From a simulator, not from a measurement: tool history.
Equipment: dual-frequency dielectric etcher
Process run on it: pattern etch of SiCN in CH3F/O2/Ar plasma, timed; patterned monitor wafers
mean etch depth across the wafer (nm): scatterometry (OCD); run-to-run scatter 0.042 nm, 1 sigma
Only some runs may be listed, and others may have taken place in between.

run	day	source power (kW)	bias power (kW)	etch time (s)	mean etch depth across the wafer (nm)
1	0.000	0.470	0.068	48.5	20.476
2	0.212	0.520	0.068	48.5	21.571
3	0.454	0.480	0.065	48.5	20.430
4	0.796	0.480	0.058	48.5	19.695
5	0.896	0.450	0.056	48.5	18.964
6	0.950	0.450	0.045	48.5	17.906

Estimate the outcome of run 7 from the log above:
7	1.067	0.430	0.045	48.5	?

{"run 7": {"mean etch depth across the wafer (nm)": 17.551}}
